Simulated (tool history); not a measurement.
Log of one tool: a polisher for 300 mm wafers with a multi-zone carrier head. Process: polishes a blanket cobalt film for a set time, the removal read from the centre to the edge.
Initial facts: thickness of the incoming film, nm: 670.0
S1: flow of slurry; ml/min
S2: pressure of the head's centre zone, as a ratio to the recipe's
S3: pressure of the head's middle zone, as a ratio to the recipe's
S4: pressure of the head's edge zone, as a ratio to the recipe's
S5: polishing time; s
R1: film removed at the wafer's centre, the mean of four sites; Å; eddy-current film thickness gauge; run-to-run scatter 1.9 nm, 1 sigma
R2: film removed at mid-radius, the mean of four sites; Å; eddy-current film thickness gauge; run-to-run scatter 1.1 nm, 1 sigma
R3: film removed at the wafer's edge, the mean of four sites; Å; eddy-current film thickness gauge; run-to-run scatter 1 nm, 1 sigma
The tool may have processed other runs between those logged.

run 1 hour=0.0 | S1=260 S2=1.00 S3=1.00 S4=1.00 S5=46 | R1=2222.3 R2=2185.8 R3=2192.5
run 2 hour=6.3 | S1=260 S2=0.94 S3=1.00 S4=1.00 S5=46 | R1=2068.8 R2=2213.0 R3=2174.5
run 3 hour=12.4 | S1=310 S2=0.94 S3=1.00 S4=1.00 S5=46 | R1=2123.5 R2=2254.8 R3=2218.5
run 4 hour=15.1 | S1=310 S2=1.02 S3=1.00 S4=1.00 S5=46 | R1=2322.9 R2=2253.2 R3=2231.6
run 5 hour=19.2 | S1=310 S2=1.02 S3=1.04 S4=1.00 S5=46 | R1=2341.3 R2=2345.7 R3=2234.1
run 6 hour=21.9 | S1=310 S2=1.02 S3=1.10 S4=1.00 S5=46 | R1=2312.4 R2=2430.1 R3=2252.6

Run 7 has not been measured yet. What should we expect?
run 7 hour=27.4 | S1=315 S2=1.02 S3=1.08 S4=0.96 S5=42 | R1=? R2=? R3=?

Run 7 produced R1 2138.7 Å, R2 2171.7 Å, R3 1998.9 Å.
